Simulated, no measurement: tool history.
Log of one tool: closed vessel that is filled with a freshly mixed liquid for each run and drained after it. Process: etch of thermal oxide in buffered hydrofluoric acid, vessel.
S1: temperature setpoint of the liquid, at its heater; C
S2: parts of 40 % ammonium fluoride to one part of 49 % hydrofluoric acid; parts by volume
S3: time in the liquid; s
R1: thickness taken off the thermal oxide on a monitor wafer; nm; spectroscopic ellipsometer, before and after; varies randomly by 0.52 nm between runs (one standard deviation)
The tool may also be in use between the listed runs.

run,day,S1,S2,S3,R1
1,0,25,8.5,90,122.61
2,0.388,25,10.5,90,103.09
3,0.533,25,12,90,90.615
4,0.858,25,12,100,101.6
5,0.946,25,12,100,100.99
6,1.279,28.5,12,100,122.96
7,1.388,26,12,100,106.06
8,1.596,24.5,12,100,97.553
9,1.904,23.5,12,100,92.665

Run 10, settings as shown, results not yet in. Your forecast:
10,1.967,23,12,100,?

R1: 89.776 nm
